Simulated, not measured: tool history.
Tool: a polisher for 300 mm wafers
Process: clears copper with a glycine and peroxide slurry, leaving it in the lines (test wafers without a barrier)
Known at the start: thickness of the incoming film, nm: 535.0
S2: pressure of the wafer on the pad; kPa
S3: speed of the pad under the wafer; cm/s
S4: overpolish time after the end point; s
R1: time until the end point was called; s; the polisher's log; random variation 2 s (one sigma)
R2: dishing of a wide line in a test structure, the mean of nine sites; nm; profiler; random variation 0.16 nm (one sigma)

run 1 hour=0.0 | flow_of_slurry_(ml/min)=285 S2=17.9 S3=92 S4=19 | R1=123.26 R2=36.206
run 2 hour=2.7 | flow_of_slurry_(ml/min)=235 S2=17.9 S3=92 S4=19 | R1=127.04 R2=36.020
run 3 hour=6.0 | flow_of_slurry_(ml/min)=235 S2=17.9 S3=102 S4=19 | R1=117.13 R2=37.577
run 4 hour=10.3 | flow_of_slurry_(ml/min)=255 S2=17.2 S3=100 S4=18 | R1=121.81 R2=35.066
run 5 hour=18.6 | flow_of_slurry_(ml/min)=275 S2=16.5 S3=98 S4=17 | R1=125.03 R2=33.020
run 6 hour=25.3 | flow_of_slurry_(ml/min)=205 S2=16.5 S3=98 S4=17 | R1=130.11 R2=32.645
run 7 hour=27.8 | flow_of_slurry_(ml/min)=230 S2=15.9 S3=96 S4=16 | R1=135.43 R2=30.487
run 8 hour=34.2 | flow_of_slurry_(ml/min)=310 S2=11.0 S3=88 S4=7 | R1=177.84 R2=12.220
run 9 hour=41.4 | flow_of_slurry_(ml/min)=305 S2=11.0 S3=88 S4=7 | R1=183.87 R2=12.491
run 10 hour=42.3 | flow_of_slurry_(ml/min)=300 S2=11.0 S3=88 S4=7 | R1=183.92 R2=12.322

The next listed run, before its measurement:
run 11 hour=45.0 | flow_of_slurry_(ml/min)=295 S2=11.0 S3=88 S4=7 | R1=? R2=?

{"run 11": {"R1": 183.63, "R2": 12.44}}
